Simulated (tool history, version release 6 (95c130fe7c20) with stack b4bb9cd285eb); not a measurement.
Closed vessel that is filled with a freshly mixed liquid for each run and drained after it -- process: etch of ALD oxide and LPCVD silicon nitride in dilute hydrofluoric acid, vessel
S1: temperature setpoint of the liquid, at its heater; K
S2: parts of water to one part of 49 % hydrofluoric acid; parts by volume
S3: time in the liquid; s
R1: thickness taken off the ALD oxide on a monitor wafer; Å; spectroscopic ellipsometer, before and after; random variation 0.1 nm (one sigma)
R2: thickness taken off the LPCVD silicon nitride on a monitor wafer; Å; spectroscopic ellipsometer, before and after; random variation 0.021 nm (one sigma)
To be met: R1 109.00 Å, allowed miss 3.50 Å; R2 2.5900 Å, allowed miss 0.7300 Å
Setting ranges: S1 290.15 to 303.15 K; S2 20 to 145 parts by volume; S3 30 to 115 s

run 1 day=0.000 | S1=295.15 S2=80 S3=60 | R1=126.16 R2=3.3060
run 2 day=0.229 | S1=295.15 S2=60 S3=60 | R1=171.06 R2=4.2865
run 3 day=0.529 | S1=293.15 S2=60 S3=60 | R1=158.96 R2=3.8572
run 4 day=0.808 | S1=293.15 S2=45 S3=60 | R1=214.40 R2=5.7725
run 5 day=0.904 | S1=293.15 S2=45 S3=80 | R1=287.43 R2=7.6758
run 6 day=0.958 | S1=292.65 S2=55 S3=80 | R1=228.43 R2=5.9420
run 7 day=1.325 | S1=292.15 S2=65 S3=80 | R1=186.88 R2=5.1771
run 8 day=1.646 | S1=291.65 S2=70 S3=80 | R1=167.35 R2=4.4089

Exercise: of the 4 proposed moves below, exactly one satisfies all targets within the stated allowed misses. Which move is it?
run A day=1.967 | S1=290.15 S2=55 S3=45 | R1=? R2=?
run B day=1.967 | S1=290.65 S2=95 S3=70 | R1=? R2=?
run C day=1.967 | S1=290.15 S2=100 S3=75 | R1=? R2=?
run D day=1.967 | S1=290.15 S2=70 S3=55 | R1=? R2=?

move=A R1=115.05 R2=3.0642
move=B R1=101.35 R2=2.9057
move=C R1=100.48 R2=2.8608
move=D R1=108.68 R2=2.9644
A: nearer than the last run, and not there yet
B: takes the result that was furthest off past its target
C: takes the result that was furthest off past its target
D: all results in spec
The right move is D.

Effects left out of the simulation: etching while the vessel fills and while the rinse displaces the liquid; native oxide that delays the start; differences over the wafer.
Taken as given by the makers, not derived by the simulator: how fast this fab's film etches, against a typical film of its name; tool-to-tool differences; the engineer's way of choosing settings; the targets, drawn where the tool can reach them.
